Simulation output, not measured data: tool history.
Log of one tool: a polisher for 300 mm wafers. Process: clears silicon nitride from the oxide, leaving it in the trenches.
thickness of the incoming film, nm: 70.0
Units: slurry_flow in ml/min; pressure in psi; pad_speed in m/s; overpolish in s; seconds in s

Run 1, day 0.000: slurry_flow 245 ml/min, pressure 2.3 psi, pad_speed 1.00 m/s, overpolish 7 s. Result: seconds 89.082 s.
Run 2, day 0.125: slurry_flow 245 ml/min, pressure 2.2 psi, pad_speed 1.00 m/s, overpolish 7 s. Result: seconds 90.937 s.
Run 3, day 0.475: slurry_flow 245 ml/min, pressure 2.1 psi, pad_speed 1.00 m/s, overpolish 7 s. Result: seconds 95.560 s.
Run 4, day 0.812: slurry_flow 195 ml/min, pressure 2.1 psi, pad_speed 1.00 m/s, overpolish 7 s. Result: seconds 95.784 s.
Run 5, day 0.988: slurry_flow 145 ml/min, pressure 2.1 psi, pad_speed 1.00 m/s, overpolish 7 s. Result: seconds 100.330 s.
Run 6, day 1.333: slurry_flow 145 ml/min, pressure 2.0 psi, pad_speed 1.00 m/s, overpolish 7 s. Result: seconds 108.010 s.
Run 7, day 1.683: slurry_flow 145 ml/min, pressure 1.9 psi, pad_speed 1.00 m/s, overpolish 7 s. Result: seconds 107.250 s.
Run 8, day 2.025: slurry_flow 145 ml/min, pressure 1.8 psi, pad_speed 1.00 m/s, overpolish 7 s. Result: seconds 115.120 s.

Forecast run 9:
Run 9, day 2.204: slurry_flow 145 ml/min, pressure 1.7 psi, pad_speed 1.00 m/s, overpolish 7 s. Result: seconds ?.

{"run 9": {"seconds": 117.57}}
